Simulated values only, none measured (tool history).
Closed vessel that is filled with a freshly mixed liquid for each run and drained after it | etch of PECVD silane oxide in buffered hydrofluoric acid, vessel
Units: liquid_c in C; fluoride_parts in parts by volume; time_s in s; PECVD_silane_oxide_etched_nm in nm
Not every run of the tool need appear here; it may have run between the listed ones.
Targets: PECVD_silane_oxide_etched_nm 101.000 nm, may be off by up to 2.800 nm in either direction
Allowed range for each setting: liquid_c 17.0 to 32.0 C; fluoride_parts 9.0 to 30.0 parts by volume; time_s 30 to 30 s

| run | hour | liquid_c | fluoride_parts | time_s | PECVD_silane_oxide_etched_nm |
|---|---|---|---|---|---|
| 1 | 0.0 | 24.0 | 24.0 | 30 | 47.522 |
| 2 | 2.8 | 24.0 | 20.0 | 30 | 54.100 |
| 3 | 6.7 | 24.0 | 13.5 | 30 | 79.722 |
| 4 | 10.1 | 25.0 | 13.5 | 30 | 83.724 |
| 5 | 11.1 | 25.0 | 13.5 | 30 | 83.895 |
| 6 | 15.6 | 25.0 | 13.5 | 30 | 84.068 |
| 7 | 22.3 | 26.0 | 13.5 | 30 | 88.423 |
| 8 | 26.6 | 26.5 | 13.5 | 30 | 91.403 |
| 9 | 31.0 | 27.0 | 13.5 | 30 | 93.382 |
| 10 | 39.9 | 27.5 | 13.5 | 30 | 96.476 |

Exercise: of the 4 proposed moves below, exactly one satisfies all targets within the stated allowed misses. Which move is it?
| A | 48.8 | 29.0 | 15.0 | 30 | ? |
| B | 48.8 | 27.0 | 12.5 | 30 | ? |
| C | 48.8 | 27.0 | 14.0 | 30 | ? |
| D | 48.8 | 25.5 | 12.5 | 30 | ? |

| move | PECVD_silane_oxide_etched_nm |
|---|---|
| A | 93.935 |
| B | 100.960 |
| C | 90.358 |
| D | 93.135 |
A: its largest miss is bigger than the last run's
B: in spec on every target
C: its largest miss is bigger than the last run's
D: its largest miss is bigger than the last run's
B meets every target.

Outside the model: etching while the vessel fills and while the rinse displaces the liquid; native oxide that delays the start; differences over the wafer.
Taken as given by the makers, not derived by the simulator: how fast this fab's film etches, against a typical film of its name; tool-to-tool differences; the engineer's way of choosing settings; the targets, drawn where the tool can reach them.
